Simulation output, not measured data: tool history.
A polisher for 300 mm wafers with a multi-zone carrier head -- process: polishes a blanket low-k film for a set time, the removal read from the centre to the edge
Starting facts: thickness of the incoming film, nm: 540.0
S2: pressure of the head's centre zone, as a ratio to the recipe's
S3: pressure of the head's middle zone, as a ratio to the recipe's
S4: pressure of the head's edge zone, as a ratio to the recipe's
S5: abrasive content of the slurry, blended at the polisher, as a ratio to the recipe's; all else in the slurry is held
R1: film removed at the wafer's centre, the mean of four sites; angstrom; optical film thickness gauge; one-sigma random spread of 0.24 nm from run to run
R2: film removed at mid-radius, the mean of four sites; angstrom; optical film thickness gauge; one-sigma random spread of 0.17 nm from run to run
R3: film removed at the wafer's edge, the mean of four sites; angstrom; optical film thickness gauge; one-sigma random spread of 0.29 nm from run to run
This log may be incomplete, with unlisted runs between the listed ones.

Run 1, hour 0: flow of slurry (ml/min) 225, S2 1, S3 1, S4 1, S5 1, polishing time (s) 73. Result: R1 301.56 angstrom, R2 306.01 angstrom, R3 306.61 angstrom.
Run 2, hour 2.9: flow of slurry (ml/min) 225, S2 1, S3 1, S4 1.06, S5 1, polishing time (s) 73. Result: R1 307.07 angstrom, R2 307.42 angstrom, R3 312.81 angstrom.
Run 3, hour 3.4: flow of slurry (ml/min) 275, S2 1, S3 1, S4 1.06, S5 1, polishing time (s) 73. Result: R1 315.68 angstrom, R2 318.85 angstrom, R3 314.9 angstrom.
Run 4, hour 5.8: flow of slurry (ml/min) 240, S2 1, S3 1, S4 1.06, S5 1, polishing time (s) 73. Result: R1 311.67 angstrom, R2 312.44 angstrom, R3 312.21 angstrom.
Run 5, hour 12.1: flow of slurry (ml/min) 240, S2 1, S3 1.07, S4 1.06, S5 1, polishing time (s) 73. Result: R1 311.99 angstrom, R2 328.99 angstrom, R3 318.86 angstrom.
Run 6, hour 19.5: flow of slurry (ml/min) 240, S2 1, S3 1.07, S4 1.06, S5 1, polishing time (s) 88. Result: R1 377.8 angstrom, R2 387.87 angstrom, R3 379.54 angstrom.
Run 7, hour 23.7: flow of slurry (ml/min) 250, S2 0.99, S3 1.06, S4 1.04, S5 0.95, polishing time (s) 84. Result: R1 345.64 angstrom, R2 358.5 angstrom, R3 349 angstrom.
Run 8, hour 29.9: flow of slurry (ml/min) 260, S2 0.98, S3 1.06, S4 1.02, S5 0.9, polishing time (s) 81. Result: R1 318.69 angstrom, R2 334.73 angstrom, R3 319.12 angstrom.
Run 9, hour 30.9: flow of slurry (ml/min) 250, S2 0.88, S3 0.96, S4 0.92, S5 0.65, polishing time (s) 67. Result: R1 180.42 angstrom, R2 198.01 angstrom, R3 194.47 angstrom.
Run 10, hour 39.9: flow of slurry (ml/min) 250, S2 0.88, S3 0.97, S4 0.92, S5 0.65, polishing time (s) 67. Result: R1 178.24 angstrom, R2 200.17 angstrom, R3 189.29 angstrom.
Run 11, hour 48.9: flow of slurry (ml/min) 250, S2 0.88, S3 0.98, S4 0.92, S5 0.65, polishing time (s) 67. Result: R1 180.91 angstrom, R2 204.4 angstrom, R3 191.64 angstrom.
Run 12, hour 52.3: flow of slurry (ml/min) 250, S2 0.88, S3 0.99, S4 0.94, S5 0.65, polishing time (s) 67. Result: R1 180.52 angstrom, R2 201.3 angstrom, R3 189.14 angstrom.

Run 13 comes next. What will it give?
Run 13, hour 54: flow of slurry (ml/min) 250, S2 0.87, S3 1, S4 0.94, S5 0.7, polishing time (s) 67. Result: R1 ?, R2 ?, R3 ?.

{"run 13": {"R1": 190.48, "R2": 218.78, "R3": 207.24}}
